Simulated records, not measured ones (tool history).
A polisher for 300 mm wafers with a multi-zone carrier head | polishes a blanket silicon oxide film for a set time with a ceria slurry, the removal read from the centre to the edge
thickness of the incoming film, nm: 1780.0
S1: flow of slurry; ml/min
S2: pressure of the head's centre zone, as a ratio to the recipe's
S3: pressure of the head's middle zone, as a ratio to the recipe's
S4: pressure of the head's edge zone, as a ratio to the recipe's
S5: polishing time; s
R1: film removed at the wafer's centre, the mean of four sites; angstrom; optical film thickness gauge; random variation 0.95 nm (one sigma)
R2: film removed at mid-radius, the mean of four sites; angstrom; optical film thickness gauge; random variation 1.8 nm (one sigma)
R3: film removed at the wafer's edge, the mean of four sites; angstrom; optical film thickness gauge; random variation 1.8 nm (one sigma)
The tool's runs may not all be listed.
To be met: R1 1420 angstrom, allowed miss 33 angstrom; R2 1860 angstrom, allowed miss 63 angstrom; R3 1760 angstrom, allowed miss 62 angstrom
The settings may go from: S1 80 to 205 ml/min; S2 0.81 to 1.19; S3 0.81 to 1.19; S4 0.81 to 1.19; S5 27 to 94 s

run 1 day=0 | S1=135 S2=1 S3=1 S4=1 S5=60 | R1=2059.5 R2=2117.9 R3=2152.8
run 2 day=0.196 | S1=135 S2=1 S3=1 S4=1.04 S5=60 | R1=2077.6 R2=2080.1 R3=2207.5
run 3 day=0.546 | S1=125 S2=0.95 S3=1 S4=1 S5=59 | R1=1873.2 R2=2055.3 R3=2107.9
run 4 day=0.796 | S1=115 S2=0.92 S3=0.99 S4=0.96 S5=58 | R1=1753.4 R2=1945.5 R3=2008.6
run 5 day=0.85 | S1=115 S2=0.92 S3=0.99 S4=0.9 S5=58 | R1=1777.8 R2=1936.8 R3=1979.6
run 6 day=0.971 | S1=125 S2=0.92 S3=0.99 S4=0.9 S5=58 | R1=1835.1 R2=1986.3 R3=1964
run 7 day=1.183 | S1=115 S2=0.89 S3=1.01 S4=0.88 S5=57 | R1=1699.8 R2=1958.2 R3=1890.9
run 8 day=1.233 | S1=105 S2=0.87 S3=1.02 S4=0.87 S5=57 | R1=1609.5 R2=1910.6 R3=1844.6
-- day=1.371 slurry nozzle cleaned
run 9 day=1.371 | S1=100 S2=0.86 S3=1.03 S4=0.87 S5=57 | R1=1774.7 R2=2127.3 R3=1979.1
run 10 day=1.642 | S1=110 S2=0.85 S3=1.03 S4=0.9 S5=55 | R1=1728.8 R2=2080.3 R3=1945.9
run 11 day=1.917 | S1=100 S2=0.84 S3=1.03 S4=0.91 S5=53 | R1=1620.9 R2=1952 R3=1860.1
run 12 day=2.1 | S1=95 S2=0.83 S3=1.04 S4=0.93 S5=51 | R1=1527.4 R2=1916.2 R3=1788.2
run 13 day=2.167 | S1=80 S2=0.81 S3=1.03 S4=1 S5=50 | R1=1398.8 R2=1757 R3=1777.2
run 14 day=2.254 | S1=85 S2=0.81 S3=1.04 S4=1 S5=49 | R1=1405.3 R2=1750.1 R3=1768.1
run 15 day=2.558 | S1=90 S2=0.81 S3=1.13 S4=0.99 S5=48 | R1=1382.8 R2=1886.7 R3=1731.3

5 next moves are on the table. One of them brings every result within its allowed miss. Which?
run A day=2.862 | S1=90 S2=0.83 S3=1.16 S4=1.04 S5=46 | R1=? R2=? R3=?
run B day=2.862 | S1=80 S2=0.81 S3=1.07 S4=0.94 S5=51 | R1=? R2=? R3=?
run C day=2.862 | S1=80 S2=0.81 S3=1.12 S4=1.01 S5=48 | R1=? R2=? R3=?
run D day=2.862 | S1=95 S2=0.81 S3=1.17 S4=1.01 S5=46 | R1=? R2=? R3=?
run E day=2.862 | S1=90 S2=0.86 S3=1.12 S4=0.93 S5=47 | R1=? R2=? R3=?

move=A R1=1353.2 R2=1868.8 R3=1701.7
move=B R1=1419.5 R2=1878.3 R3=1765
move=C R1=1336.4 R2=1838.1 R3=1717.9
move=D R1=1344.4 R2=1907 R3=1691.8
move=E R1=1425.8 R2=1852.6 R3=1648.9
A: further off than the last run
B: meets every target
C: further off than the last run
D: further off than the last run
E: brings the result that was furthest off to its target, and leaves another outside
Answer: B
